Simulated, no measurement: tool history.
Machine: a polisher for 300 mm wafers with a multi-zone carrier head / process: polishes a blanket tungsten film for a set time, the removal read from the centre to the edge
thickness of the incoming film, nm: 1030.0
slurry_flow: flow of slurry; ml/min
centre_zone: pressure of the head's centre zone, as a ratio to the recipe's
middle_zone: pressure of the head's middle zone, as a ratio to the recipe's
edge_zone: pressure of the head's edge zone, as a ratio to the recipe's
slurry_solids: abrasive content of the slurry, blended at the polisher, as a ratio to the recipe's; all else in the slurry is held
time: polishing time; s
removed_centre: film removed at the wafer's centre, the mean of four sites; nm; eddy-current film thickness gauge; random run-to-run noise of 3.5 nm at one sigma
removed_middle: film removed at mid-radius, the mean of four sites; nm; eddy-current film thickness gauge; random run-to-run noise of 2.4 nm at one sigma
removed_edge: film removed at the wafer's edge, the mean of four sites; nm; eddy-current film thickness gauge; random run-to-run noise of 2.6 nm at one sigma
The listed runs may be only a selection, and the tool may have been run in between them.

{"run": 1, "day": 0.0, "slurry_flow": 305, "centre_zone": 1, "middle_zone": 1, "edge_zone": 1, "slurry_solids": 1, "time": 45, "removed_centre": 298.41, "removed_middle": 312.76, "removed_edge": 307.98}
{"run": 2, "day": 0.254, "slurry_flow": 300, "centre_zone": 0.97, "middle_zone": 0.98, "edge_zone": 0.98, "slurry_solids": 0.95, "time": 45, "removed_centre": 284.32, "removed_middle": 307.58, "removed_edge": 299.4}
{"run": 3, "day": 0.367, "slurry_flow": 300, "centre_zone": 0.97, "middle_zone": 0.98, "edge_zone": 0.98, "slurry_solids": 0.85, "time": 45, "removed_centre": 275.31, "removed_middle": 289.94, "removed_edge": 289.13}
{"run": 4, "day": 0.475, "slurry_flow": 340, "centre_zone": 0.97, "middle_zone": 0.98, "edge_zone": 0.98, "slurry_solids": 0.85, "time": 45, "removed_centre": 272.24, "removed_middle": 288.46, "removed_edge": 294.48}
{"run": 5, "day": 0.671, "slurry_flow": 340, "centre_zone": 0.97, "middle_zone": 0.98, "edge_zone": 0.98, "slurry_solids": 0.85, "time": 34, "removed_centre": 213.16, "removed_middle": 220.48, "removed_edge": 221.51}
{"run": 6, "day": 0.779, "slurry_flow": 265, "centre_zone": 0.97, "middle_zone": 0.98, "edge_zone": 0.98, "slurry_solids": 0.85, "time": 34, "removed_centre": 203.14, "removed_middle": 217.3, "removed_edge": 220.56}

Run 7, settings as shown, results not yet in. Your forecast:
{"run": 7, "day": 0.967, "slurry_flow": 260, "centre_zone": 0.98, "middle_zone": 0.99, "edge_zone": 1.03, "slurry_solids": 0.95, "time": 35, "removed_centre": "?", "removed_middle": "?", "removed_edge": "?"}

removed_centre: 224.17 nm
removed_middle: 234.82 nm
removed_edge: 238.72 nm
